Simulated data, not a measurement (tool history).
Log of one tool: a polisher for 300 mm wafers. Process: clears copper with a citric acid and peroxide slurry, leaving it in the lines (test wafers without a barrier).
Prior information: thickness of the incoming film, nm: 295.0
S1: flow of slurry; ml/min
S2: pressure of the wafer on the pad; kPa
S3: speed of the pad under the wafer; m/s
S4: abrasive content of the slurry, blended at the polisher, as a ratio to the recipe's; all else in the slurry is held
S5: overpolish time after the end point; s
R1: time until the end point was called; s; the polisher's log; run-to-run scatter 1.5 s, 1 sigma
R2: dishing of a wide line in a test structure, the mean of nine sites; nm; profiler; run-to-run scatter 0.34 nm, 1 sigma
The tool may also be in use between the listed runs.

run	day	S1	S2	S3	S4	S5	R1	R2
1	0	160	22.8	0.98	1	20	100.17	31.476
2	0.375	155	20.7	0.98	1	21	110.6	30.096
3	0.562	155	20.7	0.78	1	21	139.16	26.692
4	0.792	155	20.7	0.78	1	17	138.85	21.052
5	1.15	185	20.7	0.78	1	17	132.3	22.404
6	1.183	175	20	0.78	1	18	139.72	23.065
7	1.283	175	20	0.78	1	18	137.35	22.462

Run 8, settings as shown, results not yet in. Your forecast:
8	1.442	165	19.3	0.78	1	19	?	?

Run 8 produced R1 143.76 s, R2 23.073 nm.
